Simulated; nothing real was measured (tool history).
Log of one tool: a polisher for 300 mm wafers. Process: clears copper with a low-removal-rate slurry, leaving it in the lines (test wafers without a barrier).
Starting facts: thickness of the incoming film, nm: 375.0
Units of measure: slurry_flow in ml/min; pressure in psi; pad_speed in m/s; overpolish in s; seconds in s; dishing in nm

run 1 hour=0 | slurry_flow=255 pressure=2.4 pad_speed=1.08 slurry_solids=1 overpolish=19 | seconds=136.07 dishing=33.666
run 2 hour=6.4 | slurry_flow=255 pressure=2.3 pad_speed=1.08 slurry_solids=1 overpolish=18 | seconds=139.15 dishing=31.198
run 3 hour=14.3 | slurry_flow=255 pressure=2.3 pad_speed=1.08 slurry_solids=1 overpolish=13 | seconds=142.72 dishing=23.65
run 4 hour=19.5 | slurry_flow=255 pressure=2.3 pad_speed=1.08 slurry_solids=1 overpolish=12 | seconds=140.96 dishing=22.582
run 5 hour=26.6 | slurry_flow=255 pressure=2.3 pad_speed=1.08 slurry_solids=1 overpolish=11 | seconds=144.3 dishing=20.775
run 6 hour=30.5 | slurry_flow=255 pressure=2.3 pad_speed=1.2 slurry_solids=1 overpolish=11 | seconds=132.46 dishing=21.671

The next listed run, before its measurement:
run 7 hour=34.5 | slurry_flow=255 pressure=2.3 pad_speed=1.2 slurry_solids=1 overpolish=10 | seconds=? dishing=?

seconds: 130.89 s
dishing: 20.494 nm

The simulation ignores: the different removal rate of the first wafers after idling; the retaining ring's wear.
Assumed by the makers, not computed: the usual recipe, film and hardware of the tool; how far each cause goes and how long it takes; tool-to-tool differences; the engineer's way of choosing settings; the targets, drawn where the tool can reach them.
